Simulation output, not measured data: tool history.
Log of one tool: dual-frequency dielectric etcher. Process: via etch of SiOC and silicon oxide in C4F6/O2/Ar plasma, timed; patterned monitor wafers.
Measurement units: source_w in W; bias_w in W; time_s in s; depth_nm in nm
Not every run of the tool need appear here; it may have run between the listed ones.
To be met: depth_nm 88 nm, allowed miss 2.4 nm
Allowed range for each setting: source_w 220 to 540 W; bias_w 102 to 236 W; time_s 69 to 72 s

run	hour	source_w	bias_w	time_s	depth_nm
1	0	380	169	69	76.347
2	8.9	380	144	69	71.981
3	17	380	144	72	75.629
4	25	390	146	72	76.574
5	29.5	400	148	72	78.088
6	37.9	370	148	72	75.462
7	41.3	380	149	72	76.336
8	49.8	390	150	72	77.576

Exercise: of the 5 proposed moves below, exactly one satisfies all targets within the stated allowed misses. Which move is it?
A	58.3	410	129	69	?
B	58.3	420	119	69.5	?
C	58.3	440	180	72	?
D	58.3	390	135	69	?
E	58.3	280	165	69.5	?

move	depth_nm
A	72.448
B	71.923
C	87.251
D	71.809
E	65.854
A: its largest miss is bigger than the last run's
B: its largest miss is bigger than the last run's
C: hits every target within its allowed miss
D: its largest miss is bigger than the last run's
E: its largest miss is bigger than the last run's
Move C is the one to make.
